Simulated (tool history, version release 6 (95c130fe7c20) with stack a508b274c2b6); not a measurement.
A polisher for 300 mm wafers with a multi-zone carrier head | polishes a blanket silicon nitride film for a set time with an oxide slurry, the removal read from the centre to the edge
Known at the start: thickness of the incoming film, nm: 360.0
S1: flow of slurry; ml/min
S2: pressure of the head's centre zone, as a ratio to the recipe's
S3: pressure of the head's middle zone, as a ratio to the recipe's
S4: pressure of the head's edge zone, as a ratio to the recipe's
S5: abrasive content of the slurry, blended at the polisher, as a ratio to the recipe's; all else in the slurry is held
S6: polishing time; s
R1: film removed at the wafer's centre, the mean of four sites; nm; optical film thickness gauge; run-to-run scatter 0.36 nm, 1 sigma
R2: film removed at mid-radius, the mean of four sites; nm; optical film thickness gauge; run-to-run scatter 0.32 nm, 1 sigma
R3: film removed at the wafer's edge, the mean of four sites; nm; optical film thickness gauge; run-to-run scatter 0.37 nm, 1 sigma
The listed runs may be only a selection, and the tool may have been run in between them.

| run | hour | S1 | S2 | S3 | S4 | S5 | S6 | R1 | R2 | R3 |
|---|---|---|---|---|---|---|---|---|---|---|
| 1 | 0 | 145 | 1 | 1 | 1 | 1 | 56 | 34.725 | 33.754 | 34.052 |
| 2 | 6.4 | 135 | 0.99 | 0.96 | 0.97 | 0.9 | 56 | 31.654 | 30.681 | 32.334 |
| 3 | 9.1 | 135 | 1.01 | 0.94 | 0.95 | 0.8 | 55 | 30.454 | 27.503 | 28.185 |
| 4 | 12.4 | 135 | 1.07 | 0.94 | 0.95 | 0.8 | 55 | 30.868 | 26.996 | 28.965 |
| 5 | 15.9 | 125 | 1.06 | 0.93 | 0.95 | 0.8 | 55 | 30.447 | 26.903 | 28.534 |
| 6 | 20.7 | 145 | 1.06 | 0.93 | 0.95 | 0.8 | 55 | 31.26 | 28.327 | 29.198 |
| 7 | 28.4 | 135 | 1.04 | 0.92 | 0.95 | 0.8 | 55 | 30.363 | 27.293 | 28.687 |

Predict the results of run 8:
| 8 | 30 | 125 | 1.04 | 0.91 | 0.95 | 0.8 | 55 | ? | ? | ? |

Run 8 gave R1 29.551 nm, R2 26.562 nm, R3 27.955 nm.
